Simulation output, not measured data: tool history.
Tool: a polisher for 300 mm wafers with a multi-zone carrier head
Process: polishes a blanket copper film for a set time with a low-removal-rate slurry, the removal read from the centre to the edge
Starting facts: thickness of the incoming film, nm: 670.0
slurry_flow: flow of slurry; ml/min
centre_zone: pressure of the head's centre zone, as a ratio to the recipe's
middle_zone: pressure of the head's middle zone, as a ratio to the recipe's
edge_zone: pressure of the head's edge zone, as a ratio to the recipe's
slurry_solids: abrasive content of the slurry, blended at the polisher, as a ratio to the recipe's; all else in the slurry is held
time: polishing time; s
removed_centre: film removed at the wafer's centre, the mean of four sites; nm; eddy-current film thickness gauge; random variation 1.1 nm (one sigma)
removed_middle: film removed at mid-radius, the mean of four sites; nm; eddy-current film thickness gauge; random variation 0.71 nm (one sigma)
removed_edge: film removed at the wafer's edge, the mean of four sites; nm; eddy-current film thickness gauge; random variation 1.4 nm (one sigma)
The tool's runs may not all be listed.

run,day,slurry_flow,centre_zone,middle_zone,edge_zone,slurry_solids,time,removed_centre,removed_middle,removed_edge
1,0,185,1,1,1,1,67,163.66,167.1,169.76
2,0.204,185,0.99,1.02,0.95,0.85,61,143.81,147.63,143.39
3,0.308,180,0.96,1.03,0.91,0.75,58,128.59,137.34,129.41
4,0.446,180,0.96,1.03,0.91,0.9,58,132.14,144.96,136.52
5,0.817,180,0.96,1.03,0.91,0.7,58,126.54,136.25,127.66
6,0.871,150,0.96,1.03,0.91,0.7,58,122.25,131.45,122.91

Estimate the outcome of run 7 from the log above:
7,1.221,140,0.95,1.03,0.88,0.65,57,?,?,?

{"run 7": {"removed_centre": 114.87, "removed_middle": 125.34, "removed_edge": 119.02}}
